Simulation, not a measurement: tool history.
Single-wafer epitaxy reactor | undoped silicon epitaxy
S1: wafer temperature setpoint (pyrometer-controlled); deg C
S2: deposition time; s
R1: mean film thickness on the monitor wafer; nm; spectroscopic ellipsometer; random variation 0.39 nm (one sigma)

| run | hour | S1 | S2 | R1 |
|---|---|---|---|---|
| 1 | 0 | 670 | 451 | 110.7 |
| 2 | 7.5 | 675 | 451 | 124.56 |
| 3 | 10.2 | 678 | 451 | 133.48 |
| 4 | 13.6 | 681 | 451 | 143.43 |
| 5 | 14.6 | 681 | 493 | 156.93 |
| 6 | 18.4 | 682 | 493 | 159.78 |

The next listed run, before its measurement:
| 7 | 24.9 | 683 | 493 | ? |

R1: 163.57 nm
